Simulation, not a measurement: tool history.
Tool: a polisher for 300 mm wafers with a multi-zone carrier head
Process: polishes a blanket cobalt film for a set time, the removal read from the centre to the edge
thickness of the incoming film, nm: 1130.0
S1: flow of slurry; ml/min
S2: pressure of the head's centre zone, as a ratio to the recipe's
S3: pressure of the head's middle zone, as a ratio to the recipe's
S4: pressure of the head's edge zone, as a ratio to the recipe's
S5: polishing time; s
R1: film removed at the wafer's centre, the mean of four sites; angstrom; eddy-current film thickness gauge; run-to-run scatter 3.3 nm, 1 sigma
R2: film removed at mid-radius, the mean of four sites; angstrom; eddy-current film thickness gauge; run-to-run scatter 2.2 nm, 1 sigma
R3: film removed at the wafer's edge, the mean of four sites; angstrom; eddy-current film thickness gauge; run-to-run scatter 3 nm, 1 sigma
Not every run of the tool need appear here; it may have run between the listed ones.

run  hour   S1    S2    S3    S4  S5      R1      R2      R3
  1     0  210     1     1     1  69  3272.2  3247.2  3154.5
  2   3.1  210  1.07     1     1  69  3569.4  3218.2  3184.5
  3   5.8  210   1.1     1     1  69  3550.6  3216.7  3150.5
  4  14.7  250   1.1     1     1  69  3561.7  3285.9  3156.6
  5  16.7  250   1.1     1  0.95  69  3662.5  3274.1  3051.4
  6  20.7  260  1.04  1.01  0.95  64  3277.2  3066.5  2876.3
  7  26.4  265  0.99  1.04  0.95  60    2837  3009.1  2703.8

What will run 8 give?
  8    34  265  0.96  1.04  0.93  58   ?   ?   ?

{"run 8": {"R1": 2691.8, "R2": 2839.8, "R3": 2624.8}}
